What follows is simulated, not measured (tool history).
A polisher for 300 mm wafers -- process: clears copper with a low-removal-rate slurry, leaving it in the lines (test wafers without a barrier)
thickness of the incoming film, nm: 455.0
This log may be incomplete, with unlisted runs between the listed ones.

run    day  flow of slurry (ml/min)  pressure of the wafer on the pad (psi)  speed of the pad under the wafer (m/s)  abrasive content of the slurry  overpolish time after the end point (s)  time until the end point was called (s)  dishing of a wide line in a test structure (angstrom)
  1      0                      145                                     3.8                                     0.9                               1                                       17                                   150.92                                                 375.73
  2  0.258                      145                                     3.4                                     0.9                               1                                       19                                   167.98                                                 366.07
  3  0.325                      145                                       4                                     0.9                               1                                       19                                    142.3                                                 413.32
  4  0.558                      145                                       4                                    0.82                               1                                       19                                   150.74                                                 398.89
  5  0.742                      145                                     3.6                                    0.82                               1                                       20                                   167.04                                                 376.28
  6  0.892                      145                                     3.6                                    0.72                               1                                       20                                   187.24                                                 352.41

Run 7 is up next; what results do you expect?
  7  1.233                      145                                     3.4                                    0.72                               1                                       21                                        ?                                                      ?

{"run 7": {"time until the end point was called (s)": 195.1, "dishing of a wide line in a test structure (angstrom)": 347.36}}

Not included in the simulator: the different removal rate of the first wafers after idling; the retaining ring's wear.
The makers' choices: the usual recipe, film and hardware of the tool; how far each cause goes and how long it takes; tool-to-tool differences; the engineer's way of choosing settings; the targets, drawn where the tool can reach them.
